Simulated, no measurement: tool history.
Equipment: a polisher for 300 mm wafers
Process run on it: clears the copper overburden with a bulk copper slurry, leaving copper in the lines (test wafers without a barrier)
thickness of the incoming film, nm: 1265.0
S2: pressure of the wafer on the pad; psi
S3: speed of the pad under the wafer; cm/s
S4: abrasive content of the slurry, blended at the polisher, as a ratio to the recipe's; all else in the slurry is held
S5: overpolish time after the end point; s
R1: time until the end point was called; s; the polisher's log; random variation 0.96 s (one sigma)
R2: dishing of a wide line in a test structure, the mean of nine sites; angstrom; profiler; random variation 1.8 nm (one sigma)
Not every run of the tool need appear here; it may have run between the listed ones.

Run 1, hour 0.0: flow of slurry (ml/min) 210, S2 2.2 psi, S3 108 cm/s, S4 1.0, S5 18 s. Result: R1 175.95 s, R2 699.58 angstrom.
Run 2, hour 2.1: flow of slurry (ml/min) 215, S2 2.3 psi, S3 108 cm/s, S4 1.0, S5 18 s. Result: R1 170.62 s, R2 696.11 angstrom.
Run 3, hour 9.5: flow of slurry (ml/min) 215, S2 2.5 psi, S3 108 cm/s, S4 1.0, S5 18 s. Result: R1 161.78 s, R2 724.81 angstrom.
Run 4, hour 17.2: flow of slurry (ml/min) 215, S2 2.5 psi, S3 108 cm/s, S4 1.0, S5 25 s. Result: R1 160.68 s, R2 884.76 angstrom.
Run 5, hour 25.6: flow of slurry (ml/min) 215, S2 2.6 psi, S3 108 cm/s, S4 1.0, S5 24 s. Result: R1 155.81 s, R2 914.22 angstrom.
Run 6, hour 28.1: flow of slurry (ml/min) 215, S2 2.7 psi, S3 108 cm/s, S4 1.0, S5 23 s. Result: R1 152.64 s, R2 914.05 angstrom.

Run 7 has not been measured yet. What should we expect?
Run 7, hour 32.9: flow of slurry (ml/min) 250, S2 3.3 psi, S3 110 cm/s, S4 1.0, S5 16 s. Result: R1 ?, R2 ?.

{"run 7": {"R1": 124.74, "R2": 824.4}}

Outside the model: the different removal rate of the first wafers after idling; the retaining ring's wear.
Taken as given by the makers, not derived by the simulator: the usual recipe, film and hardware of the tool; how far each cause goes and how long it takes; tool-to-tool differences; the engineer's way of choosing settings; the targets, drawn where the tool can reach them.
